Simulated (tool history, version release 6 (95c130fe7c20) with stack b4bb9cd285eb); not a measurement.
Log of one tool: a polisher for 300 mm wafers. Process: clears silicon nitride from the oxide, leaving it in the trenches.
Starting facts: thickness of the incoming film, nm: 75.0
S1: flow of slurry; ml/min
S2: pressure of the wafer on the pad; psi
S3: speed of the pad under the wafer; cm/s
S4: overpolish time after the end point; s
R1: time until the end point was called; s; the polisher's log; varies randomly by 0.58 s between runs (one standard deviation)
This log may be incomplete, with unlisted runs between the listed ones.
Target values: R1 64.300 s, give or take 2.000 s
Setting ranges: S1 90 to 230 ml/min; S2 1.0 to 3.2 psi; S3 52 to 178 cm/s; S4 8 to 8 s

run 1 hour=0.0 | S1=150 S2=2.1 S3=114 S4=8 | R1=85.626
run 2 hour=1.7 | S1=150 S2=2.1 S3=114 S4=8 | R1=86.289
run 3 hour=5.5 | S1=170 S2=2.1 S3=114 S4=8 | R1=84.038
run 4 hour=10.2 | S1=170 S2=2.1 S3=114 S4=8 | R1=86.116
run 5 hour=16.8 | S1=170 S2=2.5 S3=114 S4=8 | R1=75.115
run 6 hour=21.2 | S1=195 S2=2.5 S3=114 S4=8 | R1=75.139
run 7 hour=29.6 | S1=195 S2=2.6 S3=114 S4=8 | R1=72.365
run 8 hour=36.7 | S1=195 S2=2.7 S3=114 S4=8 | R1=69.617
run 9 hour=41.9 | S1=195 S2=2.8 S3=114 S4=8 | R1=67.212

Which of these 4 next moves meets every target?
run A hour=47.1 | S1=160 S2=2.6 S3=132 S4=8 | R1=?
run B hour=47.1 | S1=210 S2=3.0 S3=106 S4=8 | R1=?
run C hour=47.1 | S1=160 S2=3.0 S3=108 S4=8 | R1=?
run D hour=47.1 | S1=165 S2=3.1 S3=102 S4=8 | R1=?

move=A R1=63.541
move=B R1=67.768
move=C R1=68.861
move=D R1=70.562
A: all results land within tolerance of their targets
B: its largest miss is bigger than the last run's
C: its largest miss is bigger than the last run's
D: its largest miss is bigger than the last run's
Correct choice: A, which meets every target
